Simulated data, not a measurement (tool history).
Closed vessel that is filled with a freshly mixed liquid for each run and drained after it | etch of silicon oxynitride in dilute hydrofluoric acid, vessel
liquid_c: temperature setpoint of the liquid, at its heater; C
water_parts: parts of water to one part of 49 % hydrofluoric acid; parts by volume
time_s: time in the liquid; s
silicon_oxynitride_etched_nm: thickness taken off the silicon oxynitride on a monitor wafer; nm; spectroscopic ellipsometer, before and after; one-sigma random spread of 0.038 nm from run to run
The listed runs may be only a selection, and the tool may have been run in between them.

| run | hour | liquid_c | water_parts | time_s | silicon_oxynitride_etched_nm |
|---|---|---|---|---|---|
| 1 | 0 | 25 | 190 | 1215 | 11.188 |
| 2 | 2 | 27.5 | 190 | 1215 | 12.673 |
| 3 | 4.3 | 27.5 | 190 | 1215 | 12.579 |
| 4 | 7.7 | 30 | 190 | 1215 | 13.967 |
| 5 | 14.8 | 30 | 155 | 1215 | 17.596 |
| 6 | 23.3 | 30 | 115 | 1215 | 24.874 |
| 7 | 26.8 | 26 | 170 | 1215 | 13.396 |
| 8 | 33.1 | 25 | 170 | 1215 | 12.772 |
| 9 | 36.5 | 24 | 170 | 1215 | 12.245 |
| 10 | 41.8 | 23.5 | 170 | 1215 | 11.92 |
| 11 | 45 | 23 | 170 | 1215 | 11.679 |
| 12 | 46.8 | 22.5 | 170 | 1215 | 11.448 |
| 13 | 53.3 | 22 | 170 | 1215 | 11.146 |

The next listed run, before its measurement:
| 14 | 57.6 | 21.5 | 170 | 1215 | ? |

{"run 14": {"silicon_oxynitride_etched_nm": 10.872}}
